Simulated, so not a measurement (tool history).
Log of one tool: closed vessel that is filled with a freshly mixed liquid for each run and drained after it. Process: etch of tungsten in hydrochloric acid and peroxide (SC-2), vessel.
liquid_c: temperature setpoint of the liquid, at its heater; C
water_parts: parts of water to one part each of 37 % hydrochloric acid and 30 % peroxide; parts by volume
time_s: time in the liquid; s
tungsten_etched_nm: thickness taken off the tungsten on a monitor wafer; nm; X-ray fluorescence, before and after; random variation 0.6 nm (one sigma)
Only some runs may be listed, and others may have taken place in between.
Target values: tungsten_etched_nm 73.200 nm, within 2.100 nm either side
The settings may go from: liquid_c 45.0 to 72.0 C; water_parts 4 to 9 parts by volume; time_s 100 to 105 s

{"run": 1, "hour": 0.0, "liquid_c": 61.0, "water_parts": 5, "time_s": 100, "tungsten_etched_nm": 98.547}
{"run": 2, "hour": 7.9, "liquid_c": 60.0, "water_parts": 5, "time_s": 100, "tungsten_etched_nm": 91.087}
{"run": 3, "hour": 9.2, "liquid_c": 59.0, "water_parts": 5, "time_s": 100, "tungsten_etched_nm": 85.913}
{"run": 4, "hour": 12.8, "liquid_c": 58.5, "water_parts": 5, "time_s": 100, "tungsten_etched_nm": 81.722}
{"run": 5, "hour": 20.4, "liquid_c": 58.0, "water_parts": 5, "time_s": 100, "tungsten_etched_nm": 80.743}
{"run": 6, "hour": 27.6, "liquid_c": 58.0, "water_parts": 5, "time_s": 105, "tungsten_etched_nm": 84.888}
{"run": 7, "hour": 29.7, "liquid_c": 57.5, "water_parts": 5, "time_s": 105, "tungsten_etched_nm": 81.081}
{"run": 8, "hour": 31.3, "liquid_c": 57.0, "water_parts": 5, "time_s": 105, "tungsten_etched_nm": 79.056}

Which single option among these 5 for the next run brings every result within its allowed miss of target? Just one does.
{"run": "A", "hour": 32.9, "liquid_c": 57.5, "water_parts": 4, "time_s": 100, "tungsten_etched_nm": "?"}
{"run": "B", "hour": 32.9, "liquid_c": 58.5, "water_parts": 5, "time_s": 105, "tungsten_etched_nm": "?"}
{"run": "C", "hour": 32.9, "liquid_c": 56.0, "water_parts": 4, "time_s": 105, "tungsten_etched_nm": "?"}
{"run": "D", "hour": 32.9, "liquid_c": 56.5, "water_parts": 5, "time_s": 100, "tungsten_etched_nm": "?"}
{"run": "E", "hour": 32.9, "liquid_c": 63.0, "water_parts": 7, "time_s": 105, "tungsten_etched_nm": "?"}

move=A tungsten_etched_nm=90.472
move=B tungsten_etched_nm=86.762
move=C tungsten_etched_nm=86.303
move=D tungsten_etched_nm=72.749
move=E tungsten_etched_nm=89.381
A: lands further from the targets than the last run did
B: lands further from the targets than the last run did
C: lands further from the targets than the last run did
D: each result inside its tolerance
E: lands further from the targets than the last run did
The move that meets every target is D.
